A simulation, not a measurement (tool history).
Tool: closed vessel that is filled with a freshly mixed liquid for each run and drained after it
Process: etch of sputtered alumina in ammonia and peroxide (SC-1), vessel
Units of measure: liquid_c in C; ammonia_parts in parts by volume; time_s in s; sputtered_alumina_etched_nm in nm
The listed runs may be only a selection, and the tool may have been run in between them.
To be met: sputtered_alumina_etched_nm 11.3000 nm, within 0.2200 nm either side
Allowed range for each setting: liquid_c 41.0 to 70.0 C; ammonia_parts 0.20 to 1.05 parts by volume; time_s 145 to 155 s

Run 1, hour 0.0: liquid_c 57.0 C, ammonia_parts 0.55 parts by volume, time_s 145 s. Result: sputtered_alumina_etched_nm 8.8520 nm.
Run 2, hour 4.3: liquid_c 58.0 C, ammonia_parts 0.55 parts by volume, time_s 145 s. Result: sputtered_alumina_etched_nm 9.3674 nm.
Run 3, hour 6.4: liquid_c 51.0 C, ammonia_parts 0.55 parts by volume, time_s 145 s. Result: sputtered_alumina_etched_nm 6.4478 nm.
Run 4, hour 15.7: liquid_c 48.0 C, ammonia_parts 0.55 parts by volume, time_s 145 s. Result: sputtered_alumina_etched_nm 5.5295 nm.
Run 5, hour 21.6: liquid_c 48.0 C, ammonia_parts 0.55 parts by volume, time_s 155 s. Result: sputtered_alumina_etched_nm 5.8623 nm.
Run 6, hour 29.5: liquid_c 50.0 C, ammonia_parts 0.55 parts by volume, time_s 155 s. Result: sputtered_alumina_etched_nm 6.5290 nm.
Run 7, hour 33.0: liquid_c 51.5 C, ammonia_parts 0.55 parts by volume, time_s 155 s. Result: sputtered_alumina_etched_nm 6.9870 nm.
Run 8, hour 33.9: liquid_c 53.0 C, ammonia_parts 0.55 parts by volume, time_s 155 s. Result: sputtered_alumina_etched_nm 7.6758 nm.
Run 9, hour 36.8: liquid_c 54.0 C, ammonia_parts 0.55 parts by volume, time_s 155 s. Result: sputtered_alumina_etched_nm 8.1705 nm.
Run 10, hour 40.4: liquid_c 61.0 C, ammonia_parts 0.55 parts by volume, time_s 155 s. Result: sputtered_alumina_etched_nm 11.5740 nm.

5 next moves are on the table. One of them brings every result within its allowed miss. Which?
Run A, hour 44.0: liquid_c 60.5 C, ammonia_parts 0.70 parts by volume, time_s 150 s. Result: sputtered_alumina_etched_nm ?.
Run B, hour 44.0: liquid_c 59.5 C, ammonia_parts 0.55 parts by volume, time_s 155 s. Result: sputtered_alumina_etched_nm ?.
Run C, hour 44.0: liquid_c 60.5 C, ammonia_parts 0.30 parts by volume, time_s 155 s. Result: sputtered_alumina_etched_nm ?.
Run D, hour 44.0: liquid_c 61.5 C, ammonia_parts 0.50 parts by volume, time_s 155 s. Result: sputtered_alumina_etched_nm ?.
Run E, hour 44.0: liquid_c 61.5 C, ammonia_parts 0.20 parts by volume, time_s 155 s. Result: sputtered_alumina_etched_nm ?.

move  sputtered_alumina_etched_nm
   A                      11.2700
   B                      10.8140
   C                      10.7500
   D                      11.8710
   E                      10.8860
A: meets every target
B: the result that was furthest off in the last run now lies on the other side of its target
C: the result that was furthest off in the last run now lies on the other side of its target
D: moves away from the targets compared with the last run
E: the result that was furthest off in the last run now lies on the other side of its target
A is the move that brings every result within its allowed miss.
